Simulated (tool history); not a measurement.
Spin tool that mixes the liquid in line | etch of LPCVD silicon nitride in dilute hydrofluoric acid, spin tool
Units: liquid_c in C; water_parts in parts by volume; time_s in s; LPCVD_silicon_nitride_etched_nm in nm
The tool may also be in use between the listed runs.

run,hour,liquid_c,water_parts,time_s,LPCVD_silicon_nitride_etched_nm
1,0.0,26.0,80,275,1.9799
2,7.1,25.0,80,275,1.8492
3,9.0,27.0,80,275,2.1215
4,14.0,27.0,80,295,2.2196
5,18.6,25.5,85,295,1.9208
6,20.0,25.5,65,295,2.5441
7,25.2,24.0,70,295,2.0994
# hour 29.6: hydrofluoric acid flow meter replaced
8,29.6,24.0,70,295,2.2666
9,33.2,23.0,75,295,1.9545

Forecast run 10:
10,34.6,22.0,80,295,?

{"run 10": {"LPCVD_silicon_nitride_etched_nm": 1.7551}}
